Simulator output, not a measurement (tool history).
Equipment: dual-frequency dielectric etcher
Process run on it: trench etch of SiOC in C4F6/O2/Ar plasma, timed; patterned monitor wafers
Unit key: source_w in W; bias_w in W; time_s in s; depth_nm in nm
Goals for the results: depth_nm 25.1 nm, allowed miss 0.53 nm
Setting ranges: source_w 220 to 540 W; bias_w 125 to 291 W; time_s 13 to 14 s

run  hour  source_w  bias_w  time_s  depth_nm
  1     0       380     208      14    27.601
  2   4.6       380     227      14    28.582
  3  13.2       360     225      14    27.428
  4  20.5       310     225      14    26.526
  5  25.4       300     224      14    26.528
  6    31       300     224      14    26.275
  7  38.6       290     223      14     26.34
  8  46.8       240     214      14    24.524

Below are 4 possible settings for the next run. Only one of them brings all results inside the allowed miss of their targets. Which is it?
  A    55       260     219      13         ?
  B    55       290     191    13.5         ?
  C    55       220     212      14         ?
  D    55       220     281    13.5         ?

move  depth_nm
   A    23.587
   B     24.25
   C    24.067
   D    25.339
A: misses by more than the last run did
B: misses by more than the last run did
C: misses by more than the last run did
D: every result within its allowed miss
The right move is D.

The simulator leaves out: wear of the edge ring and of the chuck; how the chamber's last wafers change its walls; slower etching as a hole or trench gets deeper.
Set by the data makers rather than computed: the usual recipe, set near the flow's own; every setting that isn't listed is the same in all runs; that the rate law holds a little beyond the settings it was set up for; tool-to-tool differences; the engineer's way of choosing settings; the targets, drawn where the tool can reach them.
